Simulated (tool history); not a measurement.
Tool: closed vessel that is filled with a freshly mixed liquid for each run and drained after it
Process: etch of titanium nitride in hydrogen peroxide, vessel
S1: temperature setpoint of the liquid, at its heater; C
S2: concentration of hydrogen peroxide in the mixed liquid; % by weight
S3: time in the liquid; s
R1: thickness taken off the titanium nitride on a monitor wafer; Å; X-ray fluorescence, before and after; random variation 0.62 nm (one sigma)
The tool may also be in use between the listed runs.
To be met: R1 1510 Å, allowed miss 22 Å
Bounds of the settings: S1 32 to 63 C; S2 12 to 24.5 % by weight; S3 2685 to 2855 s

run    day    S1    S2    S3      R1
  1      0    47  16.5  2685  690.78
  2  0.154    48  16.5  2685  742.08
  3  0.246    48  16.5  2685  745.18
  4  0.325    48    19  2685   763.3
  5  0.554    49    19  2685  821.26
  6  0.917    49  16.5  2685  790.76
  7  1.088    50  16.5  2685  855.82
  8  1.142    51  16.5  2685  920.54
  9  1.404  51.5  16.5  2685   953.8
 10  1.625    52  16.5  2685  981.87
 11  1.688  52.5  16.5  2685  1013.7
     1.862  -- new drum of peroxide connected
 12  1.862    59  16.5  2685  1623.7
 13  2.071  58.5  16.5  2685  1575.1

5 next moves are on the table. One of them brings every result within its allowed miss. Which?
  A  2.279  58.5    12  2855   ?
  B  2.279    59  16.5  2715   ?
  C  2.279    57  19.5  2770   ?
  D  2.279  56.5  19.5  2750   ?
  E  2.279  57.5    16  2855   ?

move      R1
   A  1564.1
   B  1645.6
   C  1516.1
   D  1453.9
   E  1550.9
A: nearer than the last run, and not there yet
B: further off than the last run
C: meets every target
D: takes the result that was furthest off past its target
E: nearer than the last run, and not there yet
The right move is C.

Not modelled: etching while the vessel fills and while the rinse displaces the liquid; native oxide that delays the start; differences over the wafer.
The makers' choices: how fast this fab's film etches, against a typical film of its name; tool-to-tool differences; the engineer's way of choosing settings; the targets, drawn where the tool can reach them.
